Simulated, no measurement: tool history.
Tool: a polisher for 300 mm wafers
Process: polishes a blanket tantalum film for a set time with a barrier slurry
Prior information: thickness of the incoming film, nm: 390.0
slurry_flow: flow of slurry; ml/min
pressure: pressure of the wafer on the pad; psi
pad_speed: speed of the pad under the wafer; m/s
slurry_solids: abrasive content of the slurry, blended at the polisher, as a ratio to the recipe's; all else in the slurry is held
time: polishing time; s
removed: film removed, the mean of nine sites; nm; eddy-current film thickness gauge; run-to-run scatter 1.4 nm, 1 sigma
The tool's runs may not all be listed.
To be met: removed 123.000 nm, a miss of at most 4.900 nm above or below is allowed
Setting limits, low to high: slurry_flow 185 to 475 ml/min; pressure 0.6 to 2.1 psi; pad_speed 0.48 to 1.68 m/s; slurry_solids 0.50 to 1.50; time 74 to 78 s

run,hour,slurry_flow,pressure,pad_speed,slurry_solids,time,removed
1,0.0,305,1.3,1.08,1.00,74,99.636
2,7.0,305,1.3,1.08,0.80,74,91.320
3,12.2,305,1.3,1.08,0.65,74,82.498
4,16.8,305,1.3,1.08,0.65,74,83.309
5,17.7,305,1.5,1.08,0.65,74,95.929
6,19.2,305,1.5,1.08,0.50,74,85.085
7,28.2,305,1.6,1.08,0.50,74,89.133
8,30.4,305,1.7,1.10,0.50,74,96.666
9,38.9,305,1.8,1.10,0.50,74,102.120
10,47.6,305,1.9,1.10,0.50,74,106.050
11,55.9,305,1.9,1.12,0.50,74,110.890
12,61.0,305,2.0,1.12,0.50,74,117.370

Exercise: of the 4 proposed moves below, exactly one satisfies all targets within the stated allowed misses. Which move is it?
A,66.1,340,1.9,0.98,0.60,74,?
B,66.1,320,2.0,1.16,0.50,76,?
C,66.1,335,1.7,1.24,0.50,74,?
D,66.1,275,2.1,0.94,0.55,78,?

move,removed
A,108.840
B,125.530
C,111.680
D,114.280
A: its largest miss is bigger than the last run's
B: hits every target within its allowed miss
C: its largest miss is bigger than the last run's
D: its largest miss is bigger than the last run's
So the answer is move B, the one that meets all the targets.
